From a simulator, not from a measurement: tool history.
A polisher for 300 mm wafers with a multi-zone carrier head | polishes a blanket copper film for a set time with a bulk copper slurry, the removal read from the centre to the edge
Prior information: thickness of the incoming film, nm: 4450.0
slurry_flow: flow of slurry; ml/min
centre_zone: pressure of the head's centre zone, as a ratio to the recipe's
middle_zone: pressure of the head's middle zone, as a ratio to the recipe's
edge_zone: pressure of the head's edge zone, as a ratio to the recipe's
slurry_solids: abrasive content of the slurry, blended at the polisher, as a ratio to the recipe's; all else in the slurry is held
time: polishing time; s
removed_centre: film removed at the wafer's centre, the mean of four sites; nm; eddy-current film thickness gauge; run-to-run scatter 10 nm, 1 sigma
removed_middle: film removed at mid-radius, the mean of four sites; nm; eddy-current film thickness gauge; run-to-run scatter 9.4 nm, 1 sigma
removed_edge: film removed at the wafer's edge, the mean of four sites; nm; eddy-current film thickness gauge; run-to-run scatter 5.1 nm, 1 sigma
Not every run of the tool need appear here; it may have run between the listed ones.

Run 1, hour 0.0: slurry_flow 195 ml/min, centre_zone 1.00, middle_zone 1.00, edge_zone 1.00, slurry_solids 1.00, time 39 s. Result: removed_centre 629.05 nm, removed_middle 622.17 nm, removed_edge 670.53 nm.
Run 2, hour 4.1: slurry_flow 195 ml/min, centre_zone 1.00, middle_zone 1.00, edge_zone 1.00, slurry_solids 0.80, time 39 s. Result: removed_centre 607.18 nm, removed_middle 613.78 nm, removed_edge 653.39 nm.
Run 3, hour 5.9: slurry_flow 195 ml/min, centre_zone 0.96, middle_zone 1.00, edge_zone 1.00, slurry_solids 0.80, time 39 s. Result: removed_centre 586.68 nm, removed_middle 611.33 nm, removed_edge 654.57 nm.
Run 4, hour 12.6: slurry_flow 195 ml/min, centre_zone 0.88, middle_zone 1.00, edge_zone 1.00, slurry_solids 0.80, time 39 s. Result: removed_centre 537.99 nm, removed_middle 603.34 nm, removed_edge 662.18 nm.
Run 5, hour 16.6: slurry_flow 195 ml/min, centre_zone 0.95, middle_zone 1.00, edge_zone 1.00, slurry_solids 0.80, time 39 s. Result: removed_centre 577.35 nm, removed_middle 598.29 nm, removed_edge 652.22 nm.
Run 6, hour 22.4: slurry_flow 195 ml/min, centre_zone 0.95, middle_zone 1.00, edge_zone 0.95, slurry_solids 0.80, time 39 s. Result: removed_centre 577.38 nm, removed_middle 589.04 nm, removed_edge 626.39 nm.
Run 7, hour 24.9: slurry_flow 200 ml/min, centre_zone 0.98, middle_zone 0.99, edge_zone 0.97, slurry_solids 0.85, time 39 s. Result: removed_centre 604.65 nm, removed_middle 605.87 nm, removed_edge 653.58 nm.
Run 8, hour 26.6: slurry_flow 210 ml/min, centre_zone 1.00, middle_zone 0.98, edge_zone 0.99, slurry_solids 0.90, time 39 s. Result: removed_centre 624.52 nm, removed_middle 618.83 nm, removed_edge 665.33 nm.
At hour 34.8: edge zone pressure recalibrated.
Run 9, hour 34.8: slurry_flow 215 ml/min, centre_zone 1.02, middle_zone 0.97, edge_zone 1.01, slurry_solids 0.95, time 39 s. Result: removed_centre 648.84 nm, removed_middle 607.89 nm, removed_edge 644.02 nm.

The next listed run, before its measurement:
Run 10, hour 40.5: slurry_flow 205 ml/min, centre_zone 1.03, middle_zone 0.97, edge_zone 1.02, slurry_solids 1.00, time 40 s. Result: removed_centre ?, removed_middle ?, removed_edge ?.

{"run 10": {"removed_centre": 667.23, "removed_middle": 645.05, "removed_edge": 667.69}}

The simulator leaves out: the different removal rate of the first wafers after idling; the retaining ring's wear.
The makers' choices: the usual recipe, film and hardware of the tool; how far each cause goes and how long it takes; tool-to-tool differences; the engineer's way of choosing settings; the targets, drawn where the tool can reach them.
